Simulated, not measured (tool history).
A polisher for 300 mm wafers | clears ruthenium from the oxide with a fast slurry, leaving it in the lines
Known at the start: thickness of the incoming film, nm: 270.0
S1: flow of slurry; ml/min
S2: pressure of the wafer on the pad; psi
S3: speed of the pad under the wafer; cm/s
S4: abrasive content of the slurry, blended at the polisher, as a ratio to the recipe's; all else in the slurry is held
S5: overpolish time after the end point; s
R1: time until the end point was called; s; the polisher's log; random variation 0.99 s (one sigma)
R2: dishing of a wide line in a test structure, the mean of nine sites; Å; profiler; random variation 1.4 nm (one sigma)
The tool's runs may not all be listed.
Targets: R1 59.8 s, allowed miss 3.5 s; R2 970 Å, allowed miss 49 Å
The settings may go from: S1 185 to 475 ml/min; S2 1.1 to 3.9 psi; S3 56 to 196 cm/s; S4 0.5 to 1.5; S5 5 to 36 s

Run 1, hour 0: S1 305 ml/min, S2 2.5 psi, S3 126 cm/s, S4 1, S5 18 s. Result: R1 61.796 s, R2 595.68 Å.
Run 2, hour 2.9: S1 305 ml/min, S2 2.5 psi, S3 126 cm/s, S4 1, S5 19 s. Result: R1 62.66 s, R2 635.38 Å.
Run 3, hour 5.9: S1 305 ml/min, S2 2 psi, S3 126 cm/s, S4 1, S5 19 s. Result: R1 74.651 s, R2 517.87 Å.
Run 4, hour 12.4: S1 305 ml/min, S2 2 psi, S3 126 cm/s, S4 0.8, S5 19 s. Result: R1 85.692 s, R2 465.44 Å.
Run 5, hour 19.1: S1 305 ml/min, S2 2 psi, S3 126 cm/s, S4 0.9, S5 19 s. Result: R1 79.737 s, R2 476.19 Å.
Run 6, hour 24.6: S1 305 ml/min, S2 2.1 psi, S3 126 cm/s, S4 0.9, S5 20 s. Result: R1 75.167 s, R2 523.84 Å.
Run 7, hour 31.2: S1 305 ml/min, S2 2.2 psi, S3 126 cm/s, S4 0.9, S5 21 s. Result: R1 70.764 s, R2 591.85 Å.
Run 8, hour 31.9: S1 305 ml/min, S2 2.2 psi, S3 126 cm/s, S4 0.9, S5 22 s. Result: R1 71.898 s, R2 597.65 Å.
Run 9, hour 37.6: S1 305 ml/min, S2 2.2 psi, S3 126 cm/s, S4 0.9, S5 23 s. Result: R1 72.396 s, R2 633.41 Å.
Run 10, hour 43.5: S1 305 ml/min, S2 2.3 psi, S3 126 cm/s, S4 0.9, S5 24 s. Result: R1 69.205 s, R2 676.24 Å.

Which of these 4 next moves meets every target?
Run A, hour 49.4: S1 345 ml/min, S2 2.2 psi, S3 102 cm/s, S4 1, S5 20 s. Result: R1 ?, R2 ?.
Run B, hour 49.4: S1 310 ml/min, S2 2.4 psi, S3 130 cm/s, S4 1.05, S5 28 s. Result: R1 ?, R2 ?.
Run C, hour 49.4: S1 255 ml/min, S2 2.8 psi, S3 128 cm/s, S4 1.05, S5 28 s. Result: R1 ?, R2 ?.
Run D, hour 49.4: S1 250 ml/min, S2 2.8 psi, S3 120 cm/s, S4 0.95, S5 32 s. Result: R1 ?, R2 ?.

move      R1      R2
   A  79.335  514.35
   B  59.318  884.34
   C  52.338  978.59
   D  58.049  1002.2
A: further off than the last run
B: nearer than the last run, and not there yet
C: brings the result that was furthest off to its target, and leaves another outside
D: meets every target
The right move is D.

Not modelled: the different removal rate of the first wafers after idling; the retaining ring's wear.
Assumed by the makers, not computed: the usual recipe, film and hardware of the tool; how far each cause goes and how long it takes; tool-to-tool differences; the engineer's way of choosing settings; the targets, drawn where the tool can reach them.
